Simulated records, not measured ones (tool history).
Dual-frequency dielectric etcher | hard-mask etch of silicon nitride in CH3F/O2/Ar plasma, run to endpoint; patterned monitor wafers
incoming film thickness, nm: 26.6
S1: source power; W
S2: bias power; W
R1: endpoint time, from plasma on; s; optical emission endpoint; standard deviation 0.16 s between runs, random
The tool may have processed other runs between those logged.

run  hour   S1  S2      R1
  1     0  480  92  33.959
  2     3  480  84  35.389
  3   5.1  540  84  33.658
  4   6.2  540  73  35.648
  5  13.9  540  89  33.022
  6    15  630  89  30.872
  7  16.6  580  88  32.312
  8  17.3  580  88  32.178
  9  24.9  540  87  33.266
 10  28.6  510  86  34.325
 11  34.4  490  86  34.658
 12    36  470  86  35.081
 13  40.4  390  84  38.174

Predict the results of run 14:
 14  45.8  400  84   ?

Run 14 yielded R1 37.658 s.
